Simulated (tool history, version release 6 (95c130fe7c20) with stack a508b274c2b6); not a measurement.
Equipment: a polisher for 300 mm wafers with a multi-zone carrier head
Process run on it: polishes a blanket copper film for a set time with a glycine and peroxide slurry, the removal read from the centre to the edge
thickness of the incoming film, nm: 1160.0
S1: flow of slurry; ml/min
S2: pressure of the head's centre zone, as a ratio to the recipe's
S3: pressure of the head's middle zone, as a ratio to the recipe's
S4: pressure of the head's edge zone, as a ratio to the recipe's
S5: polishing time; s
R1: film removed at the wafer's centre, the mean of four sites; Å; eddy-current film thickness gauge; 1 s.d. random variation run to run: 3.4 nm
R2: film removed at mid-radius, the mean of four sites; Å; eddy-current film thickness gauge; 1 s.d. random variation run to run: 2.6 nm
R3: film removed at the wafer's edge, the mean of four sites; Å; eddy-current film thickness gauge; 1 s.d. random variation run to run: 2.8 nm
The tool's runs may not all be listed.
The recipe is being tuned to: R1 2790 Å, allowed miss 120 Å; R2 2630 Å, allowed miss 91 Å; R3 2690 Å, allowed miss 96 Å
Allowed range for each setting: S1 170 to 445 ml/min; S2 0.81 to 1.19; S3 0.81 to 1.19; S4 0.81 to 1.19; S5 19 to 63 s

{"run": 1, "hour": 0.0, "S1": 285, "S2": 1, "S3": 1, "S4": 1, "S5": 41, "R1": 2046.2, "R2": 2106.7, "R3": 2043.9}
{"run": 2, "hour": 2.6, "S1": 240, "S2": 1, "S3": 1, "S4": 1, "S5": 41, "R1": 2013.8, "R2": 2019.3, "R3": 2015.3}
{"run": 3, "hour": 8.8, "S1": 255, "S2": 1.03, "S3": 1.01, "S4": 1.04, "S5": 44, "R1": 2212.3, "R2": 2232.5, "R3": 2218.7}
{"run": 4, "hour": 17.3, "S1": 200, "S2": 1.03, "S3": 1.01, "S4": 1.04, "S5": 44, "R1": 2147.5, "R2": 2125.4, "R3": 2131.3}
{"run": 5, "hour": 25.3, "S1": 200, "S2": 1.03, "S3": 1.01, "S4": 1.04, "S5": 34, "R1": 1636.1, "R2": 1675.6, "R3": 1684.1}
{"run": 6, "hour": 31.5, "S1": 200, "S2": 0.96, "S3": 1.01, "S4": 1.04, "S5": 34, "R1": 1539.6, "R2": 1685.2, "R3": 1691.1}
{"run": 7, "hour": 37.0, "S1": 235, "S2": 1, "S3": 1.01, "S4": 1.07, "S5": 39, "R1": 1911.9, "R2": 1982.4, "R3": 2010.8}
{"run": 8, "hour": 42.9, "S1": 315, "S2": 1.1, "S3": 1.06, "S4": 1.17, "S5": 47, "R1": 2641.5, "R2": 2549.7, "R3": 2595.8}
{"run": 9, "hour": 46.9, "S1": 325, "S2": 1.11, "S3": 1.06, "S4": 1.18, "S5": 47, "R1": 2675.7, "R2": 2533, "R3": 2580.8}
{"run": 10, "hour": 53.5, "S1": 330, "S2": 1.11, "S3": 1.06, "S4": 1.18, "S5": 47, "R1": 2703.7, "R2": 2541.4, "R3": 2604.2}
{"run": 11, "hour": 54.2, "S1": 335, "S2": 1.11, "S3": 1.06, "S4": 1.18, "S5": 47, "R1": 2663, "R2": 2561.2, "R3": 2644.9}

Which of these 4 next moves meets every target?
{"run": "A", "hour": 54.9, "S1": 370, "S2": 1.12, "S3": 1.03, "S4": 1.17, "S5": 49, "R1": "?", "R2": "?", "R3": "?"}
{"run": "B", "hour": 54.9, "S1": 260, "S2": 1.11, "S3": 0.87, "S4": 1.18, "S5": 53, "R1": "?", "R2": "?", "R3": "?"}
{"run": "C", "hour": 54.9, "S1": 360, "S2": 1.07, "S3": 1.05, "S4": 1.19, "S5": 47, "R1": "?", "R2": "?", "R3": "?"}
{"run": "D", "hour": 54.9, "S1": 390, "S2": 1.04, "S3": 1.11, "S4": 1.19, "S5": 46, "R1": "?", "R2": "?", "R3": "?"}

move=A R1=2803.2 R2=2635.8 R3=2667.7
move=B R1=2883.7 R2=2387.8 R3=2825.6
move=C R1=2561.7 R2=2564.5 R3=2576.3
move=D R1=2455.1 R2=2649.6 R3=2532.2
A: every result lands within tolerance
B: brings the result that was furthest off to its target, and leaves another outside
C: its largest miss is bigger than the last run's
D: its largest miss is bigger than the last run's
The right move is A.

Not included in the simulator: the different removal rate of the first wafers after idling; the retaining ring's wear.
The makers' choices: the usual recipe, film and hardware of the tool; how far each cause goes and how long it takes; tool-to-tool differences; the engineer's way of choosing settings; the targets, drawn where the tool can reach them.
